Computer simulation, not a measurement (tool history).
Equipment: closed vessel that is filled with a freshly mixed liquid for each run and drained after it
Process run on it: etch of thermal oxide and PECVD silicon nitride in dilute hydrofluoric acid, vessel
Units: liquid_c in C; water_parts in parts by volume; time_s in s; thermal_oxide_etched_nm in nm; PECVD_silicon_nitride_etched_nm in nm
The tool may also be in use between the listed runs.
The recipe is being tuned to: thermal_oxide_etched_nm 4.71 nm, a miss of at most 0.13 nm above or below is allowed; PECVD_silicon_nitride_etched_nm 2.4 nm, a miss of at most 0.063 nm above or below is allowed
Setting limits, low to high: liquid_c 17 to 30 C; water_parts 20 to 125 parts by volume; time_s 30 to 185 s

| run | day | liquid_c | water_parts | time_s | thermal_oxide_etched_nm | PECVD_silicon_nitride_etched_nm |
|---|---|---|---|---|---|---|
| 1 | 0 | 22 | 70 | 95 | 6.5521 | 2.8648 |
| 2 | 0.175 | 20.5 | 70 | 95 | 6.1516 | 2.5909 |
| 3 | 0.35 | 23 | 70 | 95 | 6.7881 | 3.0925 |
| 4 | 0.6 | 23.5 | 75 | 95 | 6.4354 | 2.9487 |
| 5 | 0.808 | 23.5 | 75 | 65 | 4.4136 | 2.042 |
| 6 | 1.067 | 24 | 75 | 65 | 4.5273 | 2.1143 |
| 7 | 1.138 | 27.5 | 85 | 65 | 4.5189 | 2.321 |
| 8 | 1.442 | 27.5 | 80 | 65 | 4.8444 | 2.4815 |

Pick the move, out of 5, that brings all results within their allowed miss; only one does.
| A | 1.746 | 29 | 85 | 65 | ? | ? |
| B | 1.746 | 25 | 80 | 75 | ? | ? |
| C | 1.746 | 28.5 | 80 | 65 | ? | ? |
| D | 1.746 | 26.5 | 95 | 80 | ? | ? |
| E | 1.746 | 26.5 | 95 | 85 | ? | ? |

| move | thermal_oxide_etched_nm | PECVD_silicon_nitride_etched_nm |
|---|---|---|
| A | 4.7928 | 2.5766 |
| B | 5.0594 | 2.436 |
| C | 5.0307 | 2.6512 |
| D | 4.7275 | 2.4173 |
| E | 5.023 | 2.5684 |
A: its largest miss is bigger than the last run's
B: puts the biggest miss on target and leaves a different result outside tolerance
C: its largest miss is bigger than the last run's
D: meets every target
E: its largest miss is bigger than the last run's
Correct choice: D, which meets every target

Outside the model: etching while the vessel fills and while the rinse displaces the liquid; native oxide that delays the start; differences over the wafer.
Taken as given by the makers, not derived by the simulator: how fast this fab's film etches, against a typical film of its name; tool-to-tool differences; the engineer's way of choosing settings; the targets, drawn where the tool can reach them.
